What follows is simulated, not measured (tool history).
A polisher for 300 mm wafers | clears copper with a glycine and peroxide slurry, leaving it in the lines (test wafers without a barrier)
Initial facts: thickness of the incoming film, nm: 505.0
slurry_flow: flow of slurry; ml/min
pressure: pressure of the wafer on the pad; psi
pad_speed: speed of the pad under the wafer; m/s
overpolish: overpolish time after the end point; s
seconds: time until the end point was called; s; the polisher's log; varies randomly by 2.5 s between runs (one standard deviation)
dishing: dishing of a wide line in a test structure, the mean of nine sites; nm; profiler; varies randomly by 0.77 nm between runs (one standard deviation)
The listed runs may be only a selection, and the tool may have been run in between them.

| run | hour | slurry_flow | pressure | pad_speed | overpolish | seconds | dishing |
|---|---|---|---|---|---|---|---|
| 1 | 0 | 280 | 2.6 | 1.1 | 10 | 98.175 | 34.012 |
| 2 | 7.2 | 280 | 2.6 | 1.1 | 6 | 96.356 | 21.302 |
| 3 | 13.1 | 280 | 2.5 | 1.08 | 7 | 100.65 | 23.511 |
| 4 | 13.8 | 280 | 2.5 | 1.2 | 7 | 97.88 | 24.427 |
| 5 | 22.2 | 280 | 2.5 | 1.2 | 3 | 91.485 | 11.573 |
|  | 25.5 | worn pad replaced by a new one |
| 6 | 25.5 | 280 | 2.5 | 1 | 3 | 102.19 | 11.11 |
| 7 | 31.8 | 280 | 2.4 | 0.98 | 4 | 105.68 | 13.058 |
| 8 | 39.6 | 280 | 1.7 | 0.96 | 9 | 140.69 | 21.835 |

What does the tool deliver on the next run?
| 9 | 41.4 | 280 | 1.7 | 0.98 | 10 | ? | ? |

seconds: 138.86 s
dishing: 24.497 nm
